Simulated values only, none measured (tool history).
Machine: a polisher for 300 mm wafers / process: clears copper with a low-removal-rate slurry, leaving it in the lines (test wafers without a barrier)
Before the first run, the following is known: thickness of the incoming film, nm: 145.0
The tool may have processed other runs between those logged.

| run | hour | flow of slurry (ml/min) | pressure of the wafer on the pad (psi) | speed of the pad under the wafer (cm/s) | abrasive content of the slurry | overpolish time after the end point (s) | time until the end point was called (s) | dishing of a wide line in a test structure (angstrom) |
|---|---|---|---|---|---|---|---|---|
| 1 | 0.0 | 265 | 2.0 | 84 | 1.0 | 17 | 85.315 | 216.22 |
| 2 | 6.3 | 240 | 2.0 | 84 | 1.0 | 17 | 87.636 | 219.39 |
| 3 | 9.8 | 240 | 2.4 | 84 | 1.0 | 17 | 75.671 | 259.70 |
| 4 | 12.4 | 240 | 2.4 | 68 | 1.0 | 17 | 91.007 | 217.75 |
| 5 | 13.1 | 240 | 2.0 | 68 | 1.0 | 17 | 105.340 | 172.10 |
| 6 | 21.7 | 250 | 2.4 | 72 | 1.0 | 18 | 85.671 | 225.01 |
| 7 | 23.7 | 255 | 2.6 | 74 | 1.0 | 20 | 78.564 | 282.63 |

Forecast run 8:
| 8 | 28.2 | 260 | 2.8 | 76 | 1.0 | 21 | ? | ? |

time until the end point was called (s): 72.066
dishing of a wide line in a test structure (angstrom): 318.44

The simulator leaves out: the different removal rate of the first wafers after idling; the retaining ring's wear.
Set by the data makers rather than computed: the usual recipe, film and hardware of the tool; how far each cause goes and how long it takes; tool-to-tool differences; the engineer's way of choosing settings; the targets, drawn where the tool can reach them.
